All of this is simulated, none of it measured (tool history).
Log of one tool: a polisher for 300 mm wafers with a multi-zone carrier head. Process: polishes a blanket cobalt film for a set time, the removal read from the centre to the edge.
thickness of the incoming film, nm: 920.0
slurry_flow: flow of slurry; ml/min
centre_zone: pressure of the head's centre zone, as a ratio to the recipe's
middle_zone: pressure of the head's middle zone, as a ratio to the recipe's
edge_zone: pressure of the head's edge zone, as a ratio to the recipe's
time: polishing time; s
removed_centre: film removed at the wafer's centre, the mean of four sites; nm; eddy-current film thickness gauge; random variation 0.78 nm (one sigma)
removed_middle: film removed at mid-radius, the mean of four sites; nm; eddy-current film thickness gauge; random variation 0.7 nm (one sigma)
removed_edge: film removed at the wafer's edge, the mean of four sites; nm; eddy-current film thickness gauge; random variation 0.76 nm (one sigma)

{"run": 1, "hour": 0.0, "slurry_flow": 130, "centre_zone": 1.0, "middle_zone": 1.0, "edge_zone": 1.0, "time": 44, "removed_centre": 135.96, "removed_middle": 140.03, "removed_edge": 138.01}
{"run": 2, "hour": 8.6, "slurry_flow": 130, "centre_zone": 0.97, "middle_zone": 1.0, "edge_zone": 1.0, "time": 44, "removed_centre": 134.87, "removed_middle": 134.83, "removed_edge": 136.46}
{"run": 3, "hour": 15.0, "slurry_flow": 120, "centre_zone": 0.94, "middle_zone": 0.97, "edge_zone": 0.95, "time": 37, "removed_centre": 108.64, "removed_middle": 110.85, "removed_edge": 112.45}
{"run": 4, "hour": 16.8, "slurry_flow": 115, "centre_zone": 0.95, "middle_zone": 0.93, "edge_zone": 0.92, "time": 32, "removed_centre": 92.999, "removed_middle": 94.161, "removed_edge": 91.131}
{"run": 5, "hour": 20.5, "slurry_flow": 115, "centre_zone": 0.95, "middle_zone": 0.93, "edge_zone": 1.0, "time": 32, "removed_centre": 92.64, "removed_middle": 92.078, "removed_edge": 96.439}
{"run": 6, "hour": 22.7, "slurry_flow": 115, "centre_zone": 0.95, "middle_zone": 0.96, "edge_zone": 1.0, "time": 32, "removed_centre": 92.001, "removed_middle": 94.877, "removed_edge": 97.024}
{"run": 7, "hour": 28.5, "slurry_flow": 110, "centre_zone": 0.95, "middle_zone": 0.91, "edge_zone": 0.99, "time": 30, "removed_centre": 85.5, "removed_middle": 84.07, "removed_edge": 89.764}

Forecast run 8:
{"run": 8, "hour": 36.5, "slurry_flow": 90, "centre_zone": 0.94, "middle_zone": 0.81, "edge_zone": 0.89, "time": 27, "removed_centre": "?", "removed_middle": "?", "removed_edge": "?"}

removed_centre: 72.094 nm
removed_middle: 66.916 nm
removed_edge: 73.968 nm
